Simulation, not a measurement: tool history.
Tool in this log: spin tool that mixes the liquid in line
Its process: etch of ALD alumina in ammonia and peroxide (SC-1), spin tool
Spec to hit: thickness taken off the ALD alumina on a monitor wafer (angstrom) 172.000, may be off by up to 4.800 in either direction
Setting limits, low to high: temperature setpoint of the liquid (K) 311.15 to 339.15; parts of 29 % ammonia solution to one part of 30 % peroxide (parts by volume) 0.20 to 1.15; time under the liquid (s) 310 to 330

| run | hour | temperature setpoint of the liquid (K) | parts of 29 % ammonia solution to one part of 30 % peroxide (parts by volume) | time under the liquid (s) | thickness taken off the ALD alumina on a monitor wafer (angstrom) |
|---|---|---|---|---|---|
| 1 | 0.0 | 323.15 | 0.65 | 310 | 79.845 |
| 2 | 6.2 | 323.15 | 0.75 | 310 | 79.759 |
| 3 | 9.1 | 325.65 | 0.75 | 310 | 93.076 |
| 4 | 10.5 | 327.65 | 0.75 | 310 | 103.560 |
| 5 | 19.0 | 329.15 | 0.75 | 310 | 111.570 |
| 6 | 22.6 | 329.15 | 0.60 | 310 | 109.770 |
| 7 | 24.3 | 330.65 | 0.60 | 310 | 117.710 |
|  | 26.7 | thermometer replaced |
| 8 | 26.7 | 331.65 | 0.60 | 310 | 141.590 |

Pick the move, out of 5, that brings all results within their allowed miss; only one does.
| A | 29.1 | 332.65 | 0.55 | 330 | ? |
| B | 29.1 | 336.15 | 0.75 | 330 | ? |
| C | 29.1 | 332.65 | 0.60 | 330 | ? |
| D | 29.1 | 333.15 | 0.40 | 330 | ? |
| E | 29.1 | 334.15 | 0.60 | 330 | ? |

| move | thickness taken off the ALD alumina on a monitor wafer (angstrom) |
|---|---|
| A | 159.480 |
| B | 196.260 |
| C | 160.800 |
| D | 158.770 |
| E | 173.650 |
A: moves toward the targets from the last run without getting all of them in spec
B: takes the biggest miss from the last run beyond its target
C: moves toward the targets from the last run without getting all of them in spec
D: moves toward the targets from the last run without getting all of them in spec
E: hits every target within its allowed miss
Correct choice: E, which meets every target
